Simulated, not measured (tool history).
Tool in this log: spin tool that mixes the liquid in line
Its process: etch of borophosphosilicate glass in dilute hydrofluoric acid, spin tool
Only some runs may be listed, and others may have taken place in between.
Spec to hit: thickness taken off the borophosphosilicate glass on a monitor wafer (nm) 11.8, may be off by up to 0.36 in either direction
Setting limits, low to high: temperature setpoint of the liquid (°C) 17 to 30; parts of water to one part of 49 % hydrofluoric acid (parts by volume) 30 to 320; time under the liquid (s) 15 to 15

run	hour	temperature setpoint of the liquid (°C)	parts of water to one part of 49 % hydrofluoric acid (parts by volume)	time under the liquid (s)	thickness taken off the borophosphosilicate glass on a monitor wafer (nm)
1	0	22	175	15	5.8087
2	5	19.5	175	15	5.2616
3	9.1	22.5	175	15	5.9674
4	10.4	22.5	225	15	4.4501
5	13.3	22.5	225	15	4.4845
6	16.1	23.5	210	15	4.943
7	18.8	24.5	195	15	5.7326
8	26	25	180	15	6.4082
9	31.5	25.5	170	15	6.9337
10	34	26	160	15	7.6017
11	41.3	26.5	155	15	8.0925
12	47.2	27	150	15	8.5957
13	56.2	27.5	145	15	9.0106
14	58.5	27.5	145	15	9.1546
15	66.7	30	115	15	13.065

5 next moves are on the table. One of them brings every result within its allowed miss. Which?
A	74.9	29.5	115	15	?
B	74.9	30	125	15	?
C	74.9	29	115	15	?
D	74.9	30	120	15	?
E	74.9	30	110	15	?

move	thickness taken off the borophosphosilicate glass on a monitor wafer (nm)
A	12.618
B	11.665
C	12.385
D	12.234
E	13.532
A: closes in on the targets versus the last run, not all within tolerance yet
B: every result within its allowed miss
C: closes in on the targets versus the last run, not all within tolerance yet
D: closes in on the targets versus the last run, not all within tolerance yet
E: the biggest miss grows against the last run
Answer: B
